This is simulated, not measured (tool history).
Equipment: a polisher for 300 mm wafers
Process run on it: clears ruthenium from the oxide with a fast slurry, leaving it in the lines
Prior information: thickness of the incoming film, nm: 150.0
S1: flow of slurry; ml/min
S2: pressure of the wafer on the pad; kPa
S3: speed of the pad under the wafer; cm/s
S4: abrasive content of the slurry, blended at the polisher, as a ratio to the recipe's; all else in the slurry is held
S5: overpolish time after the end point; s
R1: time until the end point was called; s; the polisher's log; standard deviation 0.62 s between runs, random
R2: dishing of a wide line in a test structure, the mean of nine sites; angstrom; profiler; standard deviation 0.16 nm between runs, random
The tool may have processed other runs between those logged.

run,day,S1,S2,S3,S4,S5,R1,R2
1,0.000,135,12.4,112,1.00,12,51.552,277.06
2,0.096,140,11.7,112,1.00,9,53.681,211.50
3,0.371,140,11.7,112,1.20,9,48.963,223.28
4,0.746,165,11.7,112,1.20,9,47.635,228.14
5,0.950,135,11.7,112,1.20,9,48.900,226.94
6,1.075,160,9.7,118,1.30,7,50.759,178.08
7,1.450,175,8.3,126,1.35,6,51.029,152.79
8,1.771,185,7.6,134,1.40,5,50.117,126.37
9,1.950,190,7.6,138,1.40,5,49.795,134.86
10,2.267,195,6.9,148,1.45,5,47.817,139.92

Run 11, settings as shown, results not yet in. Your forecast:
11,2.429,200,6.9,146,1.45,5,?,?

{"run 11": {"R1": 48.521, "R2": 136.71}}

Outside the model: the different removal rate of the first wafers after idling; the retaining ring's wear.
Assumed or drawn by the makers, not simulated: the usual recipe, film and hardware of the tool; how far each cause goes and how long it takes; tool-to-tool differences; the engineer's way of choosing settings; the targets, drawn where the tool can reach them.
